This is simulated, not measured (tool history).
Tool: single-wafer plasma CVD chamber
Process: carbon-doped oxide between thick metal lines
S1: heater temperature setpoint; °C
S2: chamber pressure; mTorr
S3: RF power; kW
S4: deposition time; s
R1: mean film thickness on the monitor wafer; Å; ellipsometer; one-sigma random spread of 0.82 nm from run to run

{"run": 1, "hour": 0.0, "S1": 345, "S2": 6630, "S3": 0.635, "S4": 74.1, "R1": 4477.4}
{"run": 2, "hour": 7.8, "S1": 346, "S2": 6520, "S3": 0.605, "S4": 73.7, "R1": 4314.5}
{"run": 3, "hour": 15.7, "S1": 346, "S2": 6960, "S3": 0.605, "S4": 73.7, "R1": 4339.2}
{"run": 4, "hour": 23.9, "S1": 340, "S2": 6960, "S3": 0.605, "S4": 73.7, "R1": 4402.0}
{"run": 5, "hour": 31.4, "S1": 340, "S2": 7870, "S3": 0.605, "S4": 73.7, "R1": 4464.5}
{"run": 6, "hour": 32.4, "S1": 341, "S2": 7750, "S3": 0.575, "S4": 73.3, "R1": 4292.2}
{"run": 7, "hour": 37.7, "S1": 342, "S2": 7650, "S3": 0.555, "S4": 73.1, "R1": 4179.6}

Expected results for the next run?
{"run": 8, "hour": 44.9, "S1": 343, "S2": 7560, "S3": 0.54, "S4": 73.0, "R1": "?"}

R1: 4089.7 Å
